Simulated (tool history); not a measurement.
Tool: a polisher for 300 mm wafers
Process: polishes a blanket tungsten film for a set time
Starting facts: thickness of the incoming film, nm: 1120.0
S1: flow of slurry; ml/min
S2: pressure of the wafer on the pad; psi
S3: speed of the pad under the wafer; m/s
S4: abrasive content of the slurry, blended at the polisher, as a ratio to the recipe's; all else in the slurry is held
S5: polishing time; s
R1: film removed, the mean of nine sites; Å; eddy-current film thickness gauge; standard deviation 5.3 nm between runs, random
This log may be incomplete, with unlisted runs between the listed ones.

Run 1, hour 0: S1 275 ml/min, S2 4 psi, S3 0.98 m/s, S4 1, S5 92 s. Result: R1 3927.3 Å.
Run 2, hour 0.7: S1 305 ml/min, S2 4 psi, S3 0.98 m/s, S4 1, S5 92 s. Result: R1 3993 Å.
Run 3, hour 2.5: S1 305 ml/min, S2 3.2 psi, S3 0.98 m/s, S4 1, S5 92 s. Result: R1 3154.8 Å.
Run 4, hour 6.4: S1 280 ml/min, S2 3.2 psi, S3 0.98 m/s, S4 1, S5 92 s. Result: R1 3147.9 Å.
Run 5, hour 11.6: S1 280 ml/min, S2 3.2 psi, S3 0.98 m/s, S4 1, S5 96 s. Result: R1 3255.4 Å.
Run 6, hour 13.6: S1 280 ml/min, S2 2.8 psi, S3 0.98 m/s, S4 1, S5 96 s. Result: R1 2866.7 Å.
Run 7, hour 15.3: S1 285 ml/min, S2 3.2 psi, S3 0.98 m/s, S4 1, S5 96 s. Result: R1 3278.9 Å.
Run 8, hour 20.5: S1 290 ml/min, S2 3.5 psi, S3 0.98 m/s, S4 1, S5 96 s. Result: R1 3640.5 Å.
Run 9, hour 26.7: S1 290 ml/min, S2 3.5 psi, S3 0.98 m/s, S4 1, S5 96 s. Result: R1 3596 Å.
Run 10, hour 30.9: S1 295 ml/min, S2 3.8 psi, S3 0.98 m/s, S4 1, S5 96 s. Result: R1 3897.8 Å.

What will run 11 give?
Run 11, hour 35.4: S1 295 ml/min, S2 4 psi, S3 0.98 m/s, S4 1, S5 96 s. Result: R1 ?.

{"run 11": {"R1": 4036.7}}
